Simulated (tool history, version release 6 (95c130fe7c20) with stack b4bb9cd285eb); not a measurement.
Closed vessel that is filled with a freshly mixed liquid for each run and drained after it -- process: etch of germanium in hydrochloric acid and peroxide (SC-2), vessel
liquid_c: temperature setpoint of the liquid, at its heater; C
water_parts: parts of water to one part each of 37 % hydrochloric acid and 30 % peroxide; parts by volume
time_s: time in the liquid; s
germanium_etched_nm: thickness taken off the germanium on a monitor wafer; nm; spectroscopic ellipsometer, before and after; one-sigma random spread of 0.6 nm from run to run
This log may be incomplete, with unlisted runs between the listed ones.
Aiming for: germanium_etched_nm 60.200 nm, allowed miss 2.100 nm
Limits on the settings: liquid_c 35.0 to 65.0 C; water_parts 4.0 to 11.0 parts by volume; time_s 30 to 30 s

run  hour  liquid_c  water_parts  time_s  germanium_etched_nm
  1   0.0      49.0          6.0      30               81.054
  2   3.8      47.5          6.0      30               77.780
  3   7.5      47.5          4.0      30               76.078
  4  16.6      46.5          4.0      30               73.612
  5  24.1      53.0          4.0      30               92.710
  6  29.8      51.0          4.0      30               85.842
  7  36.3      49.5          4.0      30               83.036
  8  40.3      48.0          4.0      30               77.819
  9  49.5      47.0          4.0      30               75.942
 10  57.4      46.0          4.0      30               73.205
 11  61.6      45.0          4.0      30               70.322
 12  69.7      44.5          4.0      30               69.938
 13  74.0      44.0          4.0      30               67.963
 14  82.1      43.5          4.0      30               66.819
 15  86.8      43.0          4.0      30               65.971
 16  93.4      42.5          4.0      30               64.502

Which single option among these 5 for the next run brings every result within its allowed miss of target? Just one does.
  A  100.0      44.5          4.0      30                    ?
  B  100.0      43.5          4.5      30                    ?
  C  100.0      43.5          4.0      30                    ?
  D  100.0      43.5          5.0      30                    ?
  E  100.0      40.0          4.0      30                    ?

move  germanium_etched_nm
   A               69.488
   B               67.128
   C               67.188
   D               67.021
   E               59.613
A: the biggest miss grows against the last run
B: the biggest miss grows against the last run
C: the biggest miss grows against the last run
D: the biggest miss grows against the last run
E: every result within its allowed miss
Answer: E

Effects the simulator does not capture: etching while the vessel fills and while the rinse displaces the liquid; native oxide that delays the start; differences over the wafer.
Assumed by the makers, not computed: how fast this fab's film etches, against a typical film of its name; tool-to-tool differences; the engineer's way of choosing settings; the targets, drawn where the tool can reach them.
